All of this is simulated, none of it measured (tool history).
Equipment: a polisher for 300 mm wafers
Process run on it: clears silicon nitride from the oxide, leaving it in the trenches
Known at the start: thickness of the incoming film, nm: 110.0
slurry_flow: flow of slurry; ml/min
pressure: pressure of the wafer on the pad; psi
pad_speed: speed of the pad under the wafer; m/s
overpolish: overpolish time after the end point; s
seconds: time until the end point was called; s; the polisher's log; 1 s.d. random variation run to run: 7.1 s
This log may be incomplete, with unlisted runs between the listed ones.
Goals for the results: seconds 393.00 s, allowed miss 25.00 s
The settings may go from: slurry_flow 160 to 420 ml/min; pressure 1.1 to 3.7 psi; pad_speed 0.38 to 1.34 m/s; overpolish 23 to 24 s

{"run": 1, "hour": 0.0, "slurry_flow": 270, "pressure": 2.4, "pad_speed": 0.86, "overpolish": 23, "seconds": 201.58}
{"run": 2, "hour": 4.6, "slurry_flow": 270, "pressure": 2.4, "pad_speed": 0.7, "overpolish": 23, "seconds": 246.28}
{"run": 3, "hour": 12.4, "slurry_flow": 270, "pressure": 2.3, "pad_speed": 0.7, "overpolish": 23, "seconds": 260.84}
{"run": 4, "hour": 20.9, "slurry_flow": 270, "pressure": 2.2, "pad_speed": 0.7, "overpolish": 23, "seconds": 267.91}
{"run": 5, "hour": 29.0, "slurry_flow": 270, "pressure": 2.2, "pad_speed": 0.9, "overpolish": 23, "seconds": 204.01}
{"run": 6, "hour": 34.6, "slurry_flow": 270, "pressure": 2.1, "pad_speed": 0.88, "overpolish": 23, "seconds": 217.51}
{"run": 7, "hour": 42.6, "slurry_flow": 270, "pressure": 2.0, "pad_speed": 0.86, "overpolish": 23, "seconds": 230.79}
{"run": 8, "hour": 49.7, "slurry_flow": 270, "pressure": 1.9, "pad_speed": 0.84, "overpolish": 23, "seconds": 242.21}

Exercise: of the 4 proposed moves below, exactly one satisfies all targets within the stated allowed misses. Which move is it?
{"run": "A", "hour": 56.8, "slurry_flow": 215, "pressure": 3.0, "pad_speed": 1.28, "overpolish": 23, "seconds": "?"}
{"run": "B", "hour": 56.8, "slurry_flow": 275, "pressure": 1.1, "pad_speed": 0.7, "overpolish": 24, "seconds": "?"}
{"run": "C", "hour": 56.8, "slurry_flow": 295, "pressure": 1.1, "pad_speed": 0.5, "overpolish": 23, "seconds": "?"}
{"run": "D", "hour": 56.8, "slurry_flow": 310, "pressure": 2.0, "pad_speed": 1.06, "overpolish": 24, "seconds": "?"}

move=A seconds=122.69
move=B seconds=389.39
move=C seconds=533.80
move=D seconds=186.02
A: further off than the last run
B: hits every target within its allowed miss
C: takes the result that was furthest off past its target
D: further off than the last run
Correct choice: B, which meets every target
